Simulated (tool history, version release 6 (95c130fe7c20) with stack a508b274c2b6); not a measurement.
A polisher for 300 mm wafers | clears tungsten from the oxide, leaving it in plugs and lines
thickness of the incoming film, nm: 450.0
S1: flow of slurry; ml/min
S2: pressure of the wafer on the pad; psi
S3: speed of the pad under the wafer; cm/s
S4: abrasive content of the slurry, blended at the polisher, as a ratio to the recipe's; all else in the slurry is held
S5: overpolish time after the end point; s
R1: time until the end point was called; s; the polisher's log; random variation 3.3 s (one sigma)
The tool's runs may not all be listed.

run	hour	S1	S2	S3	S4	S5	R1
1	0	250	2.9	94	1	8	147.76
2	1.8	250	2.7	94	1	8	153.93
3	6.1	250	2.5	92	1	8	171.85
4	9.3	250	2.4	92	1	8	175.52
5	12.6	250	2.3	92	1	8	186.08
6	20.5	215	2.3	92	1	8	183.5
7	21.3	215	2.2	92	1	8	191.92
8	25.1	215	2.1	92	1	8	205.38
9	27.3	215	2	92	1	8	212.7

The next listed run, before its measurement:
10	35.4	215	1.9	92	1	8	?

R1: 219.72 s

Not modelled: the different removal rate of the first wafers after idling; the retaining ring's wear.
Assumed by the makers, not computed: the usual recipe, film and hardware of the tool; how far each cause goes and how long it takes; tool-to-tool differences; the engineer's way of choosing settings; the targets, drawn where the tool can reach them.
